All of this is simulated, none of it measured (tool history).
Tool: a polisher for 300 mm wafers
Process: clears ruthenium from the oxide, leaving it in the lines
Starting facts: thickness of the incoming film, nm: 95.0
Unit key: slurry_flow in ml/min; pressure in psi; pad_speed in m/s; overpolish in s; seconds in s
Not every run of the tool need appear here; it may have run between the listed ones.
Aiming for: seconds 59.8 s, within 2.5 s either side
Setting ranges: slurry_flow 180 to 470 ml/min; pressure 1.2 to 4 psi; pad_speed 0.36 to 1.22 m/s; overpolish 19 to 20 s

{"run": 1, "day": 0.0, "slurry_flow": 300, "pressure": 2.6, "pad_speed": 0.78, "overpolish": 19, "seconds": 96.93}
{"run": 2, "day": 0.308, "slurry_flow": 300, "pressure": 2.9, "pad_speed": 0.78, "overpolish": 19, "seconds": 86.755}
{"run": 3, "day": 0.554, "slurry_flow": 300, "pressure": 3.1, "pad_speed": 0.78, "overpolish": 19, "seconds": 79.236}
{"run": 4, "day": 0.629, "slurry_flow": 300, "pressure": 2.7, "pad_speed": 0.78, "overpolish": 19, "seconds": 93.646}
{"run": 5, "day": 0.958, "slurry_flow": 300, "pressure": 3, "pad_speed": 0.78, "overpolish": 19, "seconds": 83.15}
{"run": 6, "day": 1.188, "slurry_flow": 300, "pressure": 3, "pad_speed": 0.58, "overpolish": 19, "seconds": 104.89}
{"run": 7, "day": 1.375, "slurry_flow": 300, "pressure": 3.3, "pad_speed": 0.62, "overpolish": 19, "seconds": 90.425}
{"run": 8, "day": 1.542, "slurry_flow": 300, "pressure": 3.5, "pad_speed": 0.66, "overpolish": 19, "seconds": 80.458}
{"run": 9, "day": 1.879, "slurry_flow": 300, "pressure": 3.6, "pad_speed": 0.68, "overpolish": 19, "seconds": 77.329}

Pick the move, out of 5, that brings all results within their allowed miss; only one does.
{"run": "A", "day": 2.217, "slurry_flow": 310, "pressure": 3.9, "pad_speed": 0.86, "overpolish": 20, "seconds": "?"}
{"run": "B", "day": 2.217, "slurry_flow": 415, "pressure": 3.9, "pad_speed": 1.02, "overpolish": 20, "seconds": "?"}
{"run": "C", "day": 2.217, "slurry_flow": 265, "pressure": 3.2, "pad_speed": 0.6, "overpolish": 20, "seconds": "?"}
{"run": "D", "day": 2.217, "slurry_flow": 385, "pressure": 3.3, "pad_speed": 1.22, "overpolish": 20, "seconds": "?"}
{"run": "E", "day": 2.217, "slurry_flow": 225, "pressure": 4, "pad_speed": 0.96, "overpolish": 20, "seconds": "?"}

move=A seconds=60.959
move=B seconds=52.507
move=C seconds=96.75
move=D seconds=53.861
move=E seconds=56.044
A: every result lands within tolerance
B: carries the result that was furthest off beyond its target, to the other side
C: moves away from the targets compared with the last run
D: carries the result that was furthest off beyond its target, to the other side
E: carries the result that was furthest off beyond its target, to the other side
The right move is A.
